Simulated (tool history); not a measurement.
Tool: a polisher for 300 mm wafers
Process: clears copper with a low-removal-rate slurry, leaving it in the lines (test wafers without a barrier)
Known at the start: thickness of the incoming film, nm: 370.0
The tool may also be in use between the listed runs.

run,hour,flow of slurry (ml/min),pressure of the wafer on the pad (psi),speed of the pad under the wafer (m/s),abrasive content of the slurry,overpolish time after the end point (s),time until the end point was called (s),dishing of a wide line in a test structure (angstrom)
1,0,135,3.3,0.9,1,9,139.6,158.74
2,4.4,130,3,0.9,1,10,155.41,161.45
3,12.2,130,3,0.9,1,13,151.33,212.64
4,18.2,125,2.8,0.9,1,13,159.92,199.34
5,19.6,125,1.9,0.9,1,13,208.08,156.03
6,24.1,125,1.9,0.9,1,10,209.31,125.21

What does the tool deliver on the next run?
7,26.3,120,2,0.9,1,14,?,?

time until the end point was called (s): 200.9
dishing of a wide line in a test structure (angstrom): 171.14
